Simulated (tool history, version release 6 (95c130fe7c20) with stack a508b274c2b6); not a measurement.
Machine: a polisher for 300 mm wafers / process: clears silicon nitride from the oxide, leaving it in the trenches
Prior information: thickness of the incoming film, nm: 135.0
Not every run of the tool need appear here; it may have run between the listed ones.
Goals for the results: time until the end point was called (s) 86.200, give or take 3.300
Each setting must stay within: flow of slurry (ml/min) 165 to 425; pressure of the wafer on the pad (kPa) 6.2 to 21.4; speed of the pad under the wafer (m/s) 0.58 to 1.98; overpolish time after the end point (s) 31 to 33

run  hour  flow of slurry (ml/min)  pressure of the wafer on the pad (kPa)  speed of the pad under the wafer (m/s)  overpolish time after the end point (s)  time until the end point was called (s)
  1   0.0                      275                                    13.8                                    1.28                                       31                                  158.930
  2   2.5                      275                                    15.9                                    1.28                                       31                                  143.130
  3   5.4                      275                                    15.9                                    1.10                                       31                                  162.650
  4   8.6                      275                                    15.9                                    0.84                                       31                                  193.970
  5  10.9                      275                                    15.9                                    0.84                                       33                                  196.430
  6  18.5                      280                                    17.2                                    1.00                                       33                                  160.080
  7  19.6                      285                                    17.9                                    1.12                                       33                                  140.930
  8  24.6                      285                                    18.6                                    1.22                                       33                                  127.370
  9  27.4                      285                                    19.3                                    1.30                                       33                                  116.020
 10  31.8                      285                                    20.0                                    1.36                                       33                                  109.510
     34.2  -- worn pad replaced by a new one
 11  34.2                      290                                    20.0                                    1.42                                       33                                   93.790
 12  42.7                      300                                    20.0                                    1.42                                       33                                   95.411

Next run, 5 choices. One meets every target within its allowed miss, the rest don't. Which?
  A  51.2                      275                                    17.2                                    1.60                                       33                                        ?
  B  51.2                      165                                    17.9                                    1.46                                       33                                        ?
  C  51.2                      295                                    21.4                                    1.28                                       33                                        ?
  D  51.2                      270                                    17.9                                    1.50                                       31                                        ?
  E  51.2                      240                                    19.3                                    1.66                                       32                                        ?

move  time until the end point was called (s)
   A                                  100.600
   B                                  110.460
   C                                   98.879
   D                                  102.680
   E                                   88.833
A: the biggest miss grows against the last run
B: the biggest miss grows against the last run
C: the biggest miss grows against the last run
D: the biggest miss grows against the last run
E: all results in spec
E meets every target.
